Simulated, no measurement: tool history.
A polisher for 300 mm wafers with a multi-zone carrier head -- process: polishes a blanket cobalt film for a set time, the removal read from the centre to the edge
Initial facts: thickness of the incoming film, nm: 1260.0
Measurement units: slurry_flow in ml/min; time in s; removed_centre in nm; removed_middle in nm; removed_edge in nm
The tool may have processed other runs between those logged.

Run 1, hour 0: slurry_flow 220 ml/min, centre_zone 1, middle_zone 1, edge_zone 1, time 49 s. Result: removed_centre 220.72 nm, removed_middle 228.64 nm, removed_edge 223.66 nm.
Run 2, hour 1.4: slurry_flow 220 ml/min, centre_zone 1, middle_zone 1, edge_zone 0.97, time 49 s. Result: removed_centre 218.1 nm, removed_middle 228.29 nm, removed_edge 223.11 nm.
Run 3, hour 5.4: slurry_flow 220 ml/min, centre_zone 0.92, middle_zone 1, edge_zone 0.97, time 49 s. Result: removed_centre 205.59 nm, removed_middle 231.16 nm, removed_edge 222.83 nm.
Run 4, hour 8.2: slurry_flow 220 ml/min, centre_zone 0.92, middle_zone 1, edge_zone 0.97, time 43 s. Result: removed_centre 180.69 nm, removed_middle 203.74 nm, removed_edge 195.86 nm.
Run 5, hour 15.8: slurry_flow 220 ml/min, centre_zone 0.92, middle_zone 1, edge_zone 0.97, time 39 s. Result: removed_centre 162.69 nm, removed_middle 184.23 nm, removed_edge 174.09 nm.
Run 6, hour 19.1: slurry_flow 220 ml/min, centre_zone 0.92, middle_zone 1, edge_zone 1.04, time 39 s. Result: removed_centre 163.78 nm, removed_middle 184.25 nm, removed_edge 184.58 nm.
Run 7, hour 23.4: slurry_flow 220 ml/min, centre_zone 0.92, middle_zone 1, edge_zone 1.04, time 39 s. Result: removed_centre 160.7 nm, removed_middle 185.16 nm, removed_edge 182.4 nm.
Run 8, hour 26.2: slurry_flow 270 ml/min, centre_zone 1.02, middle_zone 1.1, edge_zone 1.14, time 51 s. Result: removed_centre 238.26 nm, removed_middle 261.74 nm, removed_edge 251.05 nm.
Run 9, hour 29.7: slurry_flow 280 ml/min, centre_zone 1.04, middle_zone 1.1, edge_zone 1.12, time 51 s. Result: removed_centre 245.48 nm, removed_middle 266.61 nm, removed_edge 252.46 nm.
Run 10, hour 38: slurry_flow 295 ml/min, centre_zone 1.13, middle_zone 1.08, edge_zone 1.03, time 49 s. Result: removed_centre 258.11 nm, removed_middle 247.19 nm, removed_edge 232.84 nm.

Expected results for the next run?
Run 11, hour 42: slurry_flow 295 ml/min, centre_zone 1.13, middle_zone 1.08, edge_zone 1.03, time 49 s. Result: removed_centre ?, removed_middle ?, removed_edge ?.

removed_centre: 254.46 nm
removed_middle: 252.38 nm
removed_edge: 228.68 nm

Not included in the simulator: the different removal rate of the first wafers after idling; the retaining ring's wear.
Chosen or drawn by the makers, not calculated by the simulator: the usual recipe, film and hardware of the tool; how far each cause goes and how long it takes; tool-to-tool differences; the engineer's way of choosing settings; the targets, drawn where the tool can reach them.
